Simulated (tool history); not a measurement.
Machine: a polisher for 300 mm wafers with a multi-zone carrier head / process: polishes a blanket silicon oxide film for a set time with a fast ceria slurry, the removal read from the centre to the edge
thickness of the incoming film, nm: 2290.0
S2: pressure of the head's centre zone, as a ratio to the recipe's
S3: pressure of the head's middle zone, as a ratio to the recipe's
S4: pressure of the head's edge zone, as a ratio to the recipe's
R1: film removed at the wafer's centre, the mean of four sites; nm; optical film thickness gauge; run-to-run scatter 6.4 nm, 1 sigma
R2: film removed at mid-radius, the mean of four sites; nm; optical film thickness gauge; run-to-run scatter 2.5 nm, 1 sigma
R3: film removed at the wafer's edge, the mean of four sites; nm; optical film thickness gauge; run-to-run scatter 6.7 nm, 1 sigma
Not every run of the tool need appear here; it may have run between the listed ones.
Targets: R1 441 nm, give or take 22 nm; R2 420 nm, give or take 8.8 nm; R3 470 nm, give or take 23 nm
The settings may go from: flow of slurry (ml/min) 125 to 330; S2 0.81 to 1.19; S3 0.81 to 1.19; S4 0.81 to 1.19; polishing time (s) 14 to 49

run 1 hour=0 | flow_of_slurry_(ml/min)=210 S2=1 S3=1 S4=1 polishing_time_(s)=31 | R1=499.23 R2=486.33 R3=497.18
run 2 hour=3.9 | flow_of_slurry_(ml/min)=210 S2=1 S3=1 S4=1 polishing_time_(s)=26 | R1=417.74 R2=415.18 R3=414.79
run 3 hour=5.3 | flow_of_slurry_(ml/min)=210 S2=1 S3=1 S4=1 polishing_time_(s)=30 | R1=493.92 R2=473.46 R3=481.2
run 4 hour=13.6 | flow_of_slurry_(ml/min)=165 S2=1 S3=1 S4=1 polishing_time_(s)=30 | R1=479.89 R2=459.87 R3=469.4
run 5 hour=21.5 | flow_of_slurry_(ml/min)=160 S2=0.98 S3=0.98 S4=1.01 polishing_time_(s)=30 | R1=465.66 R2=448.82 R3=470.55
run 6 hour=25.7 | flow_of_slurry_(ml/min)=160 S2=0.98 S3=1.02 S4=1.01 polishing_time_(s)=30 | R1=468.4 R2=459.88 R3=472.08
run 7 hour=32.6 | flow_of_slurry_(ml/min)=155 S2=0.97 S3=1 S4=1.02 polishing_time_(s)=30 | R1=452.56 R2=450.86 R3=479
run 8 hour=33.8 | flow_of_slurry_(ml/min)=150 S2=0.97 S3=0.98 S4=1.02 polishing_time_(s)=30 | R1=436.4 R2=442.83 R3=465.53
run 9 hour=42.4 | flow_of_slurry_(ml/min)=145 S2=0.99 S3=0.96 S4=1.03 polishing_time_(s)=30 | R1=447.65 R2=430.7 R3=462.21

Which single option among these 5 for the next run brings every result within its allowed miss of target? Just one does.
run A hour=51 | flow_of_slurry_(ml/min)=150 S2=0.94 S3=1.07 S4=0.97 polishing_time_(s)=29 | R1=? R2=? R3=?
run B hour=51 | flow_of_slurry_(ml/min)=135 S2=1 S3=1.04 S4=1 polishing_time_(s)=29 | R1=? R2=? R3=?
run C hour=51 | flow_of_slurry_(ml/min)=190 S2=1.03 S3=1.03 S4=0.98 polishing_time_(s)=27 | R1=? R2=? R3=?
run D hour=51 | flow_of_slurry_(ml/min)=185 S2=0.98 S3=0.99 S4=1.02 polishing_time_(s)=29 | R1=? R2=? R3=?
run E hour=51 | flow_of_slurry_(ml/min)=145 S2=1 S3=0.97 S4=1.1 polishing_time_(s)=29 | R1=? R2=? R3=?

move=A R1=416.33 R2=458.36 R3=444.04
move=B R1=431.17 R2=437.54 R3=443.14
move=C R1=446.53 R2=432.69 R3=429.28
move=D R1=453.82 R2=448.75 R3=468.77
move=E R1=439.11 R2=421.31 R3=470.4
A: misses by more than the last run did
B: misses by more than the last run did
C: misses by more than the last run did
D: misses by more than the last run did
E: every result lands within tolerance
E is the move that brings every result within its allowed miss.
